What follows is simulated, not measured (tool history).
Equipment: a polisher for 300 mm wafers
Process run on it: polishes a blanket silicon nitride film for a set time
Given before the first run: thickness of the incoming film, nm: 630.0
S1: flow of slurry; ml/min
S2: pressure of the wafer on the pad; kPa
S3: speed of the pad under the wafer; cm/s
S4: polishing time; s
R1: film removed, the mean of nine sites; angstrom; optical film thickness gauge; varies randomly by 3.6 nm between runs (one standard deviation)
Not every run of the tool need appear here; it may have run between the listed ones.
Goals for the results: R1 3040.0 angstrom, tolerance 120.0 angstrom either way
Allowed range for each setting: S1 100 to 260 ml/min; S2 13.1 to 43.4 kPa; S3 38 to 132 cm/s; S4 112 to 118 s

run  hour   S1    S2  S3   S4      R1
  1   0.0  165  28.3  84  112  1878.8
  2   3.0  165  28.3  84  112  1883.1
  3   7.0  130  28.3  84  112  1813.6
  4  16.0  130  28.3  62  112  1426.8
  5  24.4  130  28.3  62  112  1395.2
  6  27.3  135  31.7  66  112  1653.5
  7  29.9  140  34.5  70  112  1853.5
  8  30.6  145  36.5  74  112  2055.1
  9  36.0  150  37.9  78  112  2203.8
 10  41.8  155  39.3  82  112  2390.8
 11  49.5  160  40.0  84  112  2474.1
 12  53.8  160  40.0  84  112  2465.0
 13  61.2  160  40.7  86  112  2558.9

Which one of the following 5 next-run settings gets every result inside its allowed miss? There is exactly one.
  A  68.6  120  39.3   96  118   ?
  B  68.6  165  42.1  104  118   ?
  C  68.6  160  43.4   84  112   ?
  D  68.6  155  42.7   94  118   ?
  E  68.6  130  43.4   88  112   ?

move      R1
   A  2767.6
   B  3282.7
   C  2696.7
   D  3046.6
   E  2707.0
A: moves toward the targets from the last run without getting all of them in spec
B: pushes the last run's worst result past its target
C: moves toward the targets from the last run without getting all of them in spec
D: every result lands within tolerance
E: moves toward the targets from the last run without getting all of them in spec
The right move is D.
